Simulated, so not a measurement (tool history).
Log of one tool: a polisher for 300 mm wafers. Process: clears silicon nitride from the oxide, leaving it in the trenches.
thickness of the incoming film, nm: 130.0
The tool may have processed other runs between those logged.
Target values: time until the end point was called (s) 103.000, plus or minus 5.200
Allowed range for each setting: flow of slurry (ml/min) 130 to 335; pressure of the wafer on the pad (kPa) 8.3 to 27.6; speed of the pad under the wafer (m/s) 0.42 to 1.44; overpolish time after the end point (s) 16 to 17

run,hour,flow of slurry (ml/min),pressure of the wafer on the pad (kPa),speed of the pad under the wafer (m/s),overpolish time after the end point (s),time until the end point was called (s)
1,0.0,215,17.9,0.92,16,171.110
2,3.7,215,15.9,0.92,16,186.940
3,9.1,190,15.9,0.92,16,193.100
4,14.9,210,15.9,0.92,16,186.340
5,20.8,215,17.9,0.94,16,163.560
6,29.1,250,17.9,0.94,16,163.450
7,34.2,250,20.0,0.94,16,143.530
8,41.9,250,21.4,0.94,16,136.950
9,44.1,250,22.8,0.94,16,129.090

Next run, 5 choices. One meets every target within its allowed miss, the rest don't. Which?
A,46.3,280,19.3,0.86,17,?
B,46.3,250,27.6,1.24,16,?
C,46.3,280,22.8,0.64,17,?
D,46.3,250,24.8,1.30,16,?
E,46.3,190,26.2,1.06,17,?

move,time until the end point was called (s)
A,158.600
B,83.026
C,171.140
D,88.332
E,103.070
A: its largest miss is bigger than the last run's
B: takes the biggest miss from the last run beyond its target
C: its largest miss is bigger than the last run's
D: takes the biggest miss from the last run beyond its target
E: each result inside its tolerance
Go with E: it meets all targets.
